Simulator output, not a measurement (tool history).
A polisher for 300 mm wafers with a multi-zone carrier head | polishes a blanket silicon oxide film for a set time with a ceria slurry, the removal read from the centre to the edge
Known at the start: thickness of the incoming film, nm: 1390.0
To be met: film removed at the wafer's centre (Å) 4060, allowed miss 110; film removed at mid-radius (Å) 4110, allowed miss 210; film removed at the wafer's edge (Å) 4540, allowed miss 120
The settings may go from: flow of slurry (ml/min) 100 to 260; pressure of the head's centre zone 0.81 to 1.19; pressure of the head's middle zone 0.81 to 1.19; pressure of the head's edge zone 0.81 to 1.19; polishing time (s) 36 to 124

| run | hour | flow of slurry (ml/min) | pressure of the head's centre zone | pressure of the head's middle zone | pressure of the head's edge zone | polishing time (s) | film removed at the wafer's centre (Å) | film removed at mid-radius (Å) | film removed at the wafer's edge (Å) |
|---|---|---|---|---|---|---|---|---|---|
| 1 | 0 | 165 | 1 | 1 | 1 | 79 | 3635.6 | 3634.9 | 3660 |
| 2 | 8.6 | 175 | 1 | 1 | 1.03 | 80 | 3752.9 | 3636.8 | 3746.5 |
| 3 | 16.7 | 175 | 0.99 | 1 | 1.05 | 82 | 3844.6 | 3722.9 | 3856.1 |
| 4 | 23.8 | 175 | 0.99 | 1.06 | 1.05 | 82 | 3809.1 | 4067.4 | 3892.7 |
| 5 | 30.9 | 180 | 0.98 | 1.05 | 1.07 | 83 | 3891.2 | 4002.6 | 3971.7 |
| 6 | 32.3 | 180 | 0.97 | 1.05 | 1.09 | 84 | 3859.8 | 4094 | 4068.5 |
| 7 | 37.9 | 185 | 0.96 | 1.04 | 1.1 | 85 | 3925.7 | 4190.4 | 4130.1 |
| 8 | 40.5 | 185 | 0.95 | 1.03 | 1.11 | 86 | 3868.4 | 4079.3 | 4207.3 |

5 next moves are on the table. One of them brings every result within its allowed miss. Which?
| A | 43.1 | 185 | 0.86 | 0.99 | 1.18 | 90 | ? | ? | ? |
| B | 43.1 | 170 | 0.92 | 1.06 | 1.19 | 87 | ? | ? | ? |
| C | 43.1 | 190 | 0.9 | 0.93 | 1.08 | 94 | ? | ? | ? |
| D | 43.1 | 185 | 1.08 | 1.03 | 1.07 | 82 | ? | ? | ? |
| E | 43.1 | 210 | 1.04 | 1.03 | 1.1 | 81 | ? | ? | ? |

| move | film removed at the wafer's centre (Å) | film removed at mid-radius (Å) | film removed at the wafer's edge (Å) |
|---|---|---|---|
| A | 3740.1 | 4225.9 | 4554.6 |
| B | 3762.4 | 4263.2 | 4369.7 |
| C | 4075.1 | 4206.7 | 4565.8 |
| D | 4130 | 3978.2 | 3946.3 |
| E | 4038.8 | 4009 | 4011.3 |
A: brings the result that was furthest off to its target, and leaves another outside
B: as far off as the last run
C: meets every target
D: further off than the last run
E: further off than the last run
The right move is C.

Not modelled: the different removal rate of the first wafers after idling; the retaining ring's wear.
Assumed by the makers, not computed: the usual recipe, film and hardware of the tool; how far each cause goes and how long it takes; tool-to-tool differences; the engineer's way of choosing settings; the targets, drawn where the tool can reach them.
